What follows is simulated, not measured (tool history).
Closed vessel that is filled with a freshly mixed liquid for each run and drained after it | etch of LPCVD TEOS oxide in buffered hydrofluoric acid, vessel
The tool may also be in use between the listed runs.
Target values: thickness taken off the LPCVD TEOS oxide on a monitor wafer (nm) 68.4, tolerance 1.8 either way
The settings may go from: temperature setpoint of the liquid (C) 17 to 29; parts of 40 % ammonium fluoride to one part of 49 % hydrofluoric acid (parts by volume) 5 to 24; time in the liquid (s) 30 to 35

run,hour,temperature setpoint of the liquid (C),parts of 40 % ammonium fluoride to one part of 49 % hydrofluoric acid (parts by volume),time in the liquid (s),thickness taken off the LPCVD TEOS oxide on a monitor wafer (nm)
1,0,21,14.5,35,32.756
2,1.6,22,14,35,35.946
3,4.9,23,13.5,35,39.393
4,12.5,24,13,35,43.574
5,16.3,25,12.5,35,47.3
6,24.4,27.5,12.5,35,54.42
7,32.9,27.5,12.5,35,53.713
8,33.7,27.5,12,35,57.041
9,37.9,28.5,11,35,64.956

Consider the 4 candidate settings below. Which is the only one whose results all fall within their allowed miss of target?
A,42.1,25.5,7.5,30,?
B,42.1,29,11.5,35,?
C,42.1,26.5,10.5,35,?
D,42.1,25.5,8.5,30,?

move,thickness taken off the LPCVD TEOS oxide on a monitor wafer (nm)
A,67.646
B,63.787
C,61.013
D,59.077
A: in spec on every target
B: further off than the last run
C: further off than the last run
D: further off than the last run
Move A is the one to make.

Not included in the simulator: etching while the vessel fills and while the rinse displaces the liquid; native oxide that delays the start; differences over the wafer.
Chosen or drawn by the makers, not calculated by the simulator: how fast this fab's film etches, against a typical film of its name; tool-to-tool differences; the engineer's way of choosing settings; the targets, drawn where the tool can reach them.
